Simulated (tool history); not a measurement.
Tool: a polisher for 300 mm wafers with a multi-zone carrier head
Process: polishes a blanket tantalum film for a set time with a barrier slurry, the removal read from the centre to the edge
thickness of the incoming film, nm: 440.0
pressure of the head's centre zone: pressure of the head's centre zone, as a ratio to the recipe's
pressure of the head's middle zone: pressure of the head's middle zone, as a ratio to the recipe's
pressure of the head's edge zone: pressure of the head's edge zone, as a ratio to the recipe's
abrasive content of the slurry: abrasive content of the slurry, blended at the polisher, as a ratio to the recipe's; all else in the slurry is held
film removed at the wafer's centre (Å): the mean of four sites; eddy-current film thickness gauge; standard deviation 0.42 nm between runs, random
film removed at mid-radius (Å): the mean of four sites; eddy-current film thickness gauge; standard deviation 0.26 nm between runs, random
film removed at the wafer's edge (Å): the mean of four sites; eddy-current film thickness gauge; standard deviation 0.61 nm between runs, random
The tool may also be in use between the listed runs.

run	hour	flow of slurry (ml/min)	pressure of the head's centre zone	pressure of the head's middle zone	pressure of the head's edge zone	abrasive content of the slurry	polishing time (s)	film removed at the wafer's centre (Å)	film removed at mid-radius (Å)	film removed at the wafer's edge (Å)
1	0	240	1	1	1	1	34	678.71	680.34	697.47
2	8.3	240	1	1	1.07	1	34	685.93	676.94	738.45
3	10.6	230	0.98	0.95	1.01	0.85	32	573.87	568.95	625.85
4	12.5	225	0.98	0.92	0.95	0.75	31	534.17	518.97	545.38
5	20.6	225	0.94	0.92	0.95	0.75	31	516.09	512.89	559.58
6	27.2	215	0.94	0.89	0.91	0.65	31	484.25	456.1	504.31
7	35.7	210	0.93	0.89	0.88	0.6	31	452.79	440.53	479.8
8	44.1	200	0.93	0.88	0.86	0.6	31	450.62	429.55	460.76
9	45.3	190	0.92	0.87	0.85	0.6	31	437.81	421.67	460.53
10	48.4	185	0.92	0.87	0.84	0.6	31	436.99	422.07	452.43
11	57	165	0.92	0.83	0.81	0.5	31	375.99	354.03	397.28
12	58.3	190	0.92	0.84	0.81	0.5	31	387.11	361.61	409.42
13	60.2	200	0.93	0.86	0.82	0.5	31	397.47	375.04	402.72
14	62.9	205	0.94	0.87	0.84	0.5	31	394.29	376.77	408.2
15	64.6	215	0.95	0.88	0.85	0.5	31	399.63	378.47	410.07
16	68.8	255	0.98	0.91	0.9	0.55	31	453.83	425.58	462.71
17	76.3	255	0.98	0.91	0.9	0.55	31	454.18	433.19	466.61
18	79.5	235	0.98	0.9	0.89	0.55	31	455.91	426.47	448.47
19	86.2	230	0.97	0.89	0.87	0.55	31	442.91	415.25	440.9
20	89.5	220	0.96	0.88	0.87	0.55	31	435.68	406.52	444.46
21	98.5	215	0.96	0.88	0.86	0.55	31	442.38	406.17	432.6

The next listed run, before its measurement:
22	105.6	210	0.95	0.88	0.85	0.55	31	?	?	?

Logged for run 22: film removed at the wafer's centre (Å) 430.29, film removed at mid-radius (Å) 413.44, film removed at the wafer's edge (Å) 443.14.
